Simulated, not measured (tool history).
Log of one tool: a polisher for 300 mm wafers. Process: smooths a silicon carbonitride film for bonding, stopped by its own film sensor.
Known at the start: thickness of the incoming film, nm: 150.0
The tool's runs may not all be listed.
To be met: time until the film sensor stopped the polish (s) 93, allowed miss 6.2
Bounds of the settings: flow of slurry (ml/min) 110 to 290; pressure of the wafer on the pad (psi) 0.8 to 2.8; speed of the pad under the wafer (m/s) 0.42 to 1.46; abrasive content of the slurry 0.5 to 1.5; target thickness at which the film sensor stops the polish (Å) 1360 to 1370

run,hour,flow of slurry (ml/min),pressure of the wafer on the pad (psi),speed of the pad under the wafer (m/s),abrasive content of the slurry,target thickness at which the film sensor stops the polish (Å),time until the film sensor stopped the polish (s)
1,0,185,1.8,0.94,1,1360,55.546
2,7.2,185,1.6,0.92,1,1360,63.912
3,9.9,185,1.5,0.9,1,1360,66.958
4,14.5,185,1.5,0.9,1,1370,63.086
5,20.1,185,1.5,0.9,1,1370,62.675
6,25.6,185,1.5,1.08,1,1370,55.029
7,32.1,185,1.3,1.02,1,1370,65.508
8,38.4,185,1.2,1,1,1370,71.638
9,40.6,185,1.1,0.98,1,1370,77.357

Which of these 5 next moves meets every target?
A,42.8,170,1.1,0.92,0.95,1360,?
B,42.8,110,1.3,1.06,1.3,1360,?
C,42.8,185,1.2,1.08,1.1,1360,?
D,42.8,235,1.7,0.72,0.95,1370,?
E,42.8,115,1.7,0.92,0.8,1370,?

move,time until the film sensor stopped the polish (s)
A,93.251
B,65.716
C,69.366
D,66.604
E,66.871
A: meets every target
B: further off than the last run
C: further off than the last run
D: further off than the last run
E: further off than the last run
Answer: A
